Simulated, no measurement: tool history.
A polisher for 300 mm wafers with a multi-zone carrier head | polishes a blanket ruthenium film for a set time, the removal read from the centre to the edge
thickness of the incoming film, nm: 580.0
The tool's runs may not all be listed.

| run | hour | flow of slurry (ml/min) | pressure of the head's centre zone | pressure of the head's middle zone | pressure of the head's edge zone | polishing time (s) | film removed at the wafer's centre (angstrom) | film removed at mid-radius (angstrom) | film removed at the wafer's edge (angstrom) |
|---|---|---|---|---|---|---|---|---|---|
| 1 | 0.0 | 205 | 1.00 | 1.00 | 1.00 | 71 | 997.86 | 956.69 | 1007.00 |
| 2 | 2.1 | 205 | 1.01 | 1.02 | 0.98 | 69 | 963.47 | 981.96 | 960.18 |
| 3 | 7.0 | 205 | 1.03 | 1.02 | 0.96 | 67 | 952.31 | 923.21 | 917.76 |
| 4 | 11.7 | 205 | 1.04 | 1.03 | 0.94 | 66 | 962.88 | 936.96 | 896.60 |
| 5 | 13.2 | 205 | 1.05 | 1.03 | 0.92 | 65 | 954.78 | 894.68 | 883.79 |
| 6 | 17.9 | 205 | 1.05 | 1.03 | 0.92 | 71 | 1048.90 | 1012.50 | 983.12 |
| 7 | 20.2 | 210 | 1.06 | 1.04 | 0.91 | 69 | 1036.70 | 981.42 | 922.35 |
| 8 | 24.5 | 215 | 1.06 | 1.05 | 0.90 | 67 | 1013.40 | 979.53 | 906.80 |
| 9 | 25.5 | 215 | 1.07 | 1.06 | 0.89 | 65 | 968.13 | 954.69 | 878.63 |
| 10 | 27.6 | 215 | 1.08 | 1.07 | 0.88 | 63 | 968.18 | 946.08 | 845.20 |
| 11 | 32.9 | 185 | 1.12 | 1.10 | 0.81 | 52 | 795.23 | 781.96 | 649.39 |
| 12 | 41.7 | 190 | 1.12 | 1.10 | 0.81 | 52 | 805.99 | 740.81 | 647.47 |
| 13 | 45.0 | 195 | 1.12 | 1.11 | 0.81 | 52 | 810.33 | 781.61 | 660.01 |
| 14 | 49.9 | 200 | 1.12 | 1.11 | 0.81 | 52 | 801.71 | 777.91 | 659.79 |
| 15 | 54.1 | 240 | 1.19 | 1.17 | 0.87 | 54 | 947.09 | 882.12 | 729.86 |

Run 16 comes next. What will it give?
| 16 | 56.4 | 235 | 1.19 | 1.17 | 0.87 | 54 | ? | ? | ? |

Run 16 came out at film removed at the wafer's centre (angstrom) 915.07, film removed at mid-radius (angstrom) 862.29, film removed at the wafer's edge (angstrom) 722.97.

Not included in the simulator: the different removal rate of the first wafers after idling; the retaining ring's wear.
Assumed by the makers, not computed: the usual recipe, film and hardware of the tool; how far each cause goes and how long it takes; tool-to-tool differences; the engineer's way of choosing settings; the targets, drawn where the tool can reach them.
